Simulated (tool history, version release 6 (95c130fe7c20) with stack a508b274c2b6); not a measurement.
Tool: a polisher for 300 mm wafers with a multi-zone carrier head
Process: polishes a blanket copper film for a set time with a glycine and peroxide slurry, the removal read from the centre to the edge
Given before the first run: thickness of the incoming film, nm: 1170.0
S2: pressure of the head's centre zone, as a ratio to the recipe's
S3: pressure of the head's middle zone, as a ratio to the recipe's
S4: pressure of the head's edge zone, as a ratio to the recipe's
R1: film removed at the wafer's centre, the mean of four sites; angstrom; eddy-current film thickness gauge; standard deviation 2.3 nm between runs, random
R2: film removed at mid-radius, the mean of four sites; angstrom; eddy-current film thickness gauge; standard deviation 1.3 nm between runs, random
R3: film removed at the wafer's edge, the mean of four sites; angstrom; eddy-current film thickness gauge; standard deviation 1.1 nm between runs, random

run 1 hour=0.0 | flow_of_slurry_(ml/min)=285 S2=1.00 S3=1.00 S4=1.00 polishing_time_(s)=44 | R1=2051.0 R2=2151.5 R3=2112.4
run 2 hour=7.3 | flow_of_slurry_(ml/min)=285 S2=1.00 S3=1.06 S4=1.00 polishing_time_(s)=44 | R1=2097.3 R2=2262.9 R3=2111.2
run 3 hour=11.2 | flow_of_slurry_(ml/min)=285 S2=1.06 S3=1.06 S4=1.00 polishing_time_(s)=44 | R1=2193.7 R2=2262.1 R3=2120.0
run 4 hour=15.7 | flow_of_slurry_(ml/min)=285 S2=1.06 S3=1.14 S4=1.00 polishing_time_(s)=44 | R1=2224.2 R2=2384.7 R3=2127.6
run 5 hour=21.0 | flow_of_slurry_(ml/min)=280 S2=1.04 S3=1.12 S4=0.98 polishing_time_(s)=43 | R1=2124.4 R2=2285.1 R3=2038.9
run 6 hour=25.5 | flow_of_slurry_(ml/min)=280 S2=1.04 S3=1.16 S4=0.98 polishing_time_(s)=43 | R1=2079.6 R2=2347.5 R3=2055.6
run 7 hour=33.6 | flow_of_slurry_(ml/min)=275 S2=1.03 S3=1.14 S4=0.96 polishing_time_(s)=42 | R1=2058.6 R2=2247.4 R3=1968.5
run 8 hour=34.4 | flow_of_slurry_(ml/min)=270 S2=1.00 S3=1.12 S4=0.94 polishing_time_(s)=42 | R1=2023.0 R2=2219.7 R3=1961.5
run 9 hour=38.1 | flow_of_slurry_(ml/min)=270 S2=1.00 S3=1.12 S4=0.94 polishing_time_(s)=42 | R1=2056.2 R2=2205.5 R3=1950.8
run 10 hour=42.3 | flow_of_slurry_(ml/min)=270 S2=0.98 S3=1.12 S4=0.94 polishing_time_(s)=41 | R1=1914.5 R2=2186.7 R3=1909.5
run 11 hour=44.6 | flow_of_slurry_(ml/min)=265 S2=0.96 S3=1.11 S4=0.93 polishing_time_(s)=41 | R1=1874.2 R2=2144.8 R3=1894.0
run 12 hour=51.1 | flow_of_slurry_(ml/min)=260 S2=0.95 S3=1.10 S4=0.92 polishing_time_(s)=41 | R1=1834.4 R2=2122.7 R3=1879.6
run 13 hour=57.4 | flow_of_slurry_(ml/min)=255 S2=0.94 S3=1.09 S4=0.91 polishing_time_(s)=41 | R1=1789.2 R2=2108.7 R3=1887.8

What will run 14 give?
run 14 hour=63.3 | flow_of_slurry_(ml/min)=255 S2=0.94 S3=1.09 S4=0.90 polishing_time_(s)=40 | R1=? R2=? R3=?

{"run 14": {"R1": 1750.9, "R2": 2053.4, "R3": 1812.5}}
